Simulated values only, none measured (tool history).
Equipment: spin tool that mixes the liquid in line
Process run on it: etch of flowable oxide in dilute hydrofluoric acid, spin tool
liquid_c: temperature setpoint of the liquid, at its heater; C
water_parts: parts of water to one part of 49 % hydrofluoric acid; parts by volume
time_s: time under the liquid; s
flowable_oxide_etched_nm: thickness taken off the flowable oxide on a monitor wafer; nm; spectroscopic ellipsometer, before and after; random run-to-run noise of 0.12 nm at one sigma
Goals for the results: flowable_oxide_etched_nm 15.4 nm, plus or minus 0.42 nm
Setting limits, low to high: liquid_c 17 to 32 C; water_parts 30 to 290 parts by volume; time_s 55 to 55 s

run	hour	liquid_c	water_parts	time_s	flowable_oxide_etched_nm
1	0	24	160	55	6.9124
2	1.5	25.5	145	55	8.3612
3	4.1	26.5	135	55	9.3167
4	12.7	26.5	135	55	9.391
5	13.4	27.5	130	55	10.17
6	15.4	30	130	55	11.204
7	19.6	30.5	125	55	11.912
8	24	30.5	125	55	11.978
9	24.8	31	120	55	12.618
10	25.7	31	120	55	12.829

Which one of the following 5 next-run settings gets every result inside its allowed miss? There is exactly one.
A	26.6	32	100	55	?
B	26.6	32	135	55	?
C	26.6	30	125	55	?
D	26.6	30.5	100	55	?
E	26.6	31.5	150	55	?

move	flowable_oxide_etched_nm
A	16.256
B	11.45
C	11.663
D	15.377
E	9.9168
A: carries the result that was furthest off beyond its target, to the other side
B: its largest miss is bigger than the last run's
C: its largest miss is bigger than the last run's
D: hits every target within its allowed miss
E: its largest miss is bigger than the last run's
D meets every target.

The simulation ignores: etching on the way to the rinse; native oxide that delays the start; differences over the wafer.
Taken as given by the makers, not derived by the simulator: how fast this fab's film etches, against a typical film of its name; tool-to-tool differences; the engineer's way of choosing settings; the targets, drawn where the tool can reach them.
